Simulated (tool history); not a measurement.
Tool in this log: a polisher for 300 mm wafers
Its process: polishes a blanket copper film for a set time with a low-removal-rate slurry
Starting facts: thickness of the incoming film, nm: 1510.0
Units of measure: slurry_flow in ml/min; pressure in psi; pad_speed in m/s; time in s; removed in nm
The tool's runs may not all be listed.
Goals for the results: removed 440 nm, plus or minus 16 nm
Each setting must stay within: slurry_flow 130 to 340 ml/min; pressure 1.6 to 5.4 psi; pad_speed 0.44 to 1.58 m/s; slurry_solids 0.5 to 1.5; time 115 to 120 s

run	hour	slurry_flow	pressure	pad_speed	slurry_solids	time	removed
1	0	220	3.5	1	1	115	343.48
2	0.9	220	3.5	1.16	1	115	390.97
3	4.4	220	3.6	1.16	1	115	390.95
4	7.3	220	3.7	1.16	1	115	414.28
5	15.7	220	3.8	1.16	1	115	417.05
6	20.4	170	3.8	1.16	1	115	412.31
7	26.6	170	3.9	1.16	1	115	412.2
8	32	170	3.9	1.16	1	115	415.02

Consider the 5 candidate settings below. Which is the only one whose results all fall within their allowed miss of target?
A	37.4	170	4	1.14	0.9	117	?
B	37.4	170	4	1.2	0.95	119	?
C	37.4	165	4	1.08	1	117	?
D	37.4	190	3.5	1.14	0.9	120	?
E	37.4	145	3.6	1.26	1.05	115	?

move	removed
A	415.32
B	445.39
C	402.13
D	380
E	402.04
A: about as far from the targets as the last run
B: meets every target
C: its largest miss is bigger than the last run's
D: its largest miss is bigger than the last run's
E: its largest miss is bigger than the last run's
Answer: B
